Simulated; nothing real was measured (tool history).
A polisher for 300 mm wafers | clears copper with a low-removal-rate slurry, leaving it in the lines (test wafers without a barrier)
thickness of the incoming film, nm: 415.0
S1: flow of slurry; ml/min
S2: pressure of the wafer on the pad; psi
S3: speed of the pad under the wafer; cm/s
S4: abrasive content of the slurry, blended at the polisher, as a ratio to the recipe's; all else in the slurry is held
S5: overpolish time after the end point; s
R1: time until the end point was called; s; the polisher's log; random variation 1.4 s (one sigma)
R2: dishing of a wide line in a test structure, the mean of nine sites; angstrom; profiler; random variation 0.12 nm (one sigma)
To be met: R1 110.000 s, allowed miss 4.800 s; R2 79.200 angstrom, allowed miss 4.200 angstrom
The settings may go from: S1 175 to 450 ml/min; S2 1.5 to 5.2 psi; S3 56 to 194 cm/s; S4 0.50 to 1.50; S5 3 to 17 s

run,hour,S1,S2,S3,S4,S5,R1,R2
1,0.0,290,3.3,124,1.00,9,80.240,123.860
2,6.2,290,3.0,128,1.00,8,83.850,122.790
3,8.4,290,3.0,128,0.85,8,90.706,118.600
4,16.4,290,3.0,146,0.85,8,78.997,119.670
5,24.3,350,3.0,146,0.85,8,75.816,119.490
6,28.8,350,3.0,146,0.75,8,78.956,121.150
7,32.8,320,2.8,148,0.80,7,84.172,115.910
8,34.1,310,2.6,156,0.75,6,85.499,108.740
9,36.1,310,2.6,156,0.75,6,88.004,107.210
10,37.1,290,2.4,162,0.75,6,90.787,104.550
11,40.5,270,2.3,168,0.75,6,91.038,102.520
12,47.9,255,2.2,172,0.75,6,94.752,102.540
13,54.7,255,2.2,172,0.75,6,93.457,105.220
14,56.3,280,2.1,172,0.70,6,99.129,100.670
15,56.9,290,2.0,176,0.65,6,102.640,99.035
16,63.8,300,1.9,178,0.65,6,106.010,97.355
17,65.4,300,1.9,178,0.65,6,108.370,97.938
18,70.4,280,1.9,180,0.65,6,108.510,99.821
19,71.7,310,1.8,178,0.65,6,115.010,96.194
20,78.3,390,1.6,188,0.75,3,113.020,62.983

Which of these 5 next moves meets every target?
A,84.9,375,1.7,186,0.65,5,?,?
B,84.9,385,1.7,194,0.70,5,?,?
C,84.9,345,1.8,194,0.55,4,?,?
D,84.9,360,1.7,174,1.00,6,?,?
E,84.9,360,1.7,190,0.60,7,?,?

move,R1,R2
A,113.720,87.262
B,106.560,90.298
C,109.490,78.613
D,107.690,98.084
E,114.430,102.100
A: takes the result that was furthest off past its target
B: takes the result that was furthest off past its target
C: meets every target
D: takes the result that was furthest off past its target
E: takes the result that was furthest off past its target
Answer: C

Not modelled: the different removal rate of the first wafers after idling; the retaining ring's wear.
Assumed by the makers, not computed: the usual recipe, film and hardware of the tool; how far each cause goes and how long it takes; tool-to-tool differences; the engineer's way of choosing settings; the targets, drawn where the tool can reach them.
